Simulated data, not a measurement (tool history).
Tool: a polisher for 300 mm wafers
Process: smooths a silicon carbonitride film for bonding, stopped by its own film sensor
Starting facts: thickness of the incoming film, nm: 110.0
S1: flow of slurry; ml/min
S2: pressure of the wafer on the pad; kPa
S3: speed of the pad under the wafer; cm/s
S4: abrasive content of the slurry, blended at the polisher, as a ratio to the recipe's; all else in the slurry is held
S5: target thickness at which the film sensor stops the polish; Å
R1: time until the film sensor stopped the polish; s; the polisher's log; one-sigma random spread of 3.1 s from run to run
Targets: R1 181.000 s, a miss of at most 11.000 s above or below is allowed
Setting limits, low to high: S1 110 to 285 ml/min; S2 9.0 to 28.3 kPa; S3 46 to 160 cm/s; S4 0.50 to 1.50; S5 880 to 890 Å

run,day,S1,S2,S3,S4,S5,R1
1,0.000,180,18.6,102,1.00,890,76.719
2,0.121,180,18.6,102,1.00,880,78.083
3,0.279,180,18.6,102,1.15,880,77.591
4,0.625,175,16.5,94,1.15,880,88.901
5,0.917,175,20.0,94,1.15,880,75.934
6,1.279,170,17.9,84,1.10,880,95.858
7,1.521,170,15.9,80,1.10,880,110.000
8,1.821,170,14.5,76,1.10,880,124.630
9,2.083,170,13.1,74,1.10,880,143.780
10,2.396,170,12.4,74,1.10,880,144.770
11,2.596,170,11.7,74,1.10,880,157.080
12,2.638,170,11.0,74,1.10,880,163.030

Consider the 4 candidate settings below. Which is the only one whose results all fall within their allowed miss of target?
A,2.679,180,13.1,60,1.35,890,?
B,2.679,115,10.3,108,1.20,890,?
C,2.679,155,10.3,74,1.05,880,?
D,2.679,150,12.4,82,1.00,890,?

move,R1
A,151.580
B,134.960
C,185.930
D,140.350
A: the biggest miss grows against the last run
B: the biggest miss grows against the last run
C: all results land within tolerance of their targets
D: the biggest miss grows against the last run
C meets every target.

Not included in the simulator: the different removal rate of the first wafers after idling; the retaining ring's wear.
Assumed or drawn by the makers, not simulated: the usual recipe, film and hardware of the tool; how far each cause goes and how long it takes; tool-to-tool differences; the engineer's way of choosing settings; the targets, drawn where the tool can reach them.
